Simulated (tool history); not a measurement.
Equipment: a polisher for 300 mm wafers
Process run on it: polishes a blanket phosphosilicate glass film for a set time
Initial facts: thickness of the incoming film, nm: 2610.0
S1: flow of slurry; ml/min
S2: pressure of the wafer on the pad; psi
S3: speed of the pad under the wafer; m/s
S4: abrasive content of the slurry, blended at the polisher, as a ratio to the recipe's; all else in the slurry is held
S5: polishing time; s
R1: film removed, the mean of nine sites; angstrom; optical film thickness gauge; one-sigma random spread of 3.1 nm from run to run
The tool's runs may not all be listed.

run  hour   S1   S2    S3   S4  S5      R1
  1   0.0  160  2.1  1.06  1.0  86  3888.8
  2   2.2  160  2.1  1.06  1.0  86  3795.9
  3   8.9  160  2.0  1.06  1.0  86  3564.7
  4  10.2  160  2.0  1.06  1.0  90  3843.0
  5  18.1  160  1.9  1.06  1.0  90  3543.7
  6  26.4  160  1.8  1.06  1.0  90  3398.6
  7  28.7  160  1.7  1.06  1.0  90  3260.7
  8  37.3  155  1.6  1.06  1.0  90  3020.7

Expected results for the next run?
  9  46.2  150  1.6  1.06  1.0  90   ?

For run 9 the tool returned R1 3040.5 angstrom.
